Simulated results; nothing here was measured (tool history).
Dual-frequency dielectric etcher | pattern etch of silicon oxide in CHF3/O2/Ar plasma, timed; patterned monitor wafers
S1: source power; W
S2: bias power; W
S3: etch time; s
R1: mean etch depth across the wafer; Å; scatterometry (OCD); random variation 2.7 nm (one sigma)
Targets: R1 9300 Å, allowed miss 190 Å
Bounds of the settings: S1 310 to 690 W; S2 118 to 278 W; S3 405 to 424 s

run,day,S1,S2,S3,R1
1,0,500,198,405,8078
2,0.112,550,198,405,8300.3
3,0.2,550,198,405,8325.7
4,0.483,580,204,405.5,8589.6
5,0.7,540,204,405.5,8394.4
6,0.929,570,209,406,8616.4
7,1.112,590,212,406.5,8794
8,1.446,610,214,406.5,8933.5
9,1.792,610,214,406.5,8892.7

4 next moves are on the table. One of them brings every result within its allowed miss. Which?
A,2.138,540,232,412,?
B,2.138,610,225,412.5,?
C,2.138,590,212,409.5,?
D,2.138,590,217,412,?

move,R1
A,9014.3
B,9254.6
C,8866.7
D,9008.7
A: nearer than the last run, and not there yet
B: meets every target
C: further off than the last run
D: nearer than the last run, and not there yet
Answer: B
